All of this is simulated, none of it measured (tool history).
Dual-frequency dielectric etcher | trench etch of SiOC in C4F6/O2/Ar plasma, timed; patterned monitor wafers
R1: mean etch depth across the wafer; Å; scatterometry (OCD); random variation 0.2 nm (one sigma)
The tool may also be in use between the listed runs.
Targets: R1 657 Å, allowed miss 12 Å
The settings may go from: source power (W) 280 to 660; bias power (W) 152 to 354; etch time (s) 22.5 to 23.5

Run 1, hour 0: source power (W) 470, bias power (W) 253, etch time (s) 22.5. Result: R1 558.48 Å.
Run 2, hour 5.4: source power (W) 530, bias power (W) 260, etch time (s) 22.5. Result: R1 583.82 Å.
Run 3, hour 7.8: source power (W) 460, bias power (W) 260, etch time (s) 22.5. Result: R1 560.17 Å.
Run 4, hour 16.4: source power (W) 510, bias power (W) 274, etch time (s) 22.5. Result: R1 587.23 Å.
Run 5, hour 18.2: source power (W) 550, bias power (W) 283, etch time (s) 22.5. Result: R1 612.29 Å.
Run 6, hour 23.6: source power (W) 550, bias power (W) 283, etch time (s) 22.5. Result: R1 611.11 Å.
Run 7, hour 24.8: source power (W) 580, bias power (W) 287, etch time (s) 22.5. Result: R1 623.46 Å.
Run 8, hour 30.1: source power (W) 600, bias power (W) 291, etch time (s) 22.5. Result: R1 636.48 Å.
Run 9, hour 36.4: source power (W) 610, bias power (W) 293, etch time (s) 22.5. Result: R1 638.19 Å.

Which of these 4 next moves meets every target?
Run A, hour 42.7: source power (W) 560, bias power (W) 309, etch time (s) 22.5. Result: R1 ?.
Run B, hour 42.7: source power (W) 570, bias power (W) 279, etch time (s) 22.5. Result: R1 ?.
Run C, hour 42.7: source power (W) 630, bias power (W) 269, etch time (s) 22.5. Result: R1 ?.
Run D, hour 42.7: source power (W) 610, bias power (W) 314, etch time (s) 22.5. Result: R1 ?.

move      R1
   A  634.08
   B  613.01
   C  624.24
   D  655.54
A: further off than the last run
B: further off than the last run
C: further off than the last run
D: meets every target
Move D is the one to make.

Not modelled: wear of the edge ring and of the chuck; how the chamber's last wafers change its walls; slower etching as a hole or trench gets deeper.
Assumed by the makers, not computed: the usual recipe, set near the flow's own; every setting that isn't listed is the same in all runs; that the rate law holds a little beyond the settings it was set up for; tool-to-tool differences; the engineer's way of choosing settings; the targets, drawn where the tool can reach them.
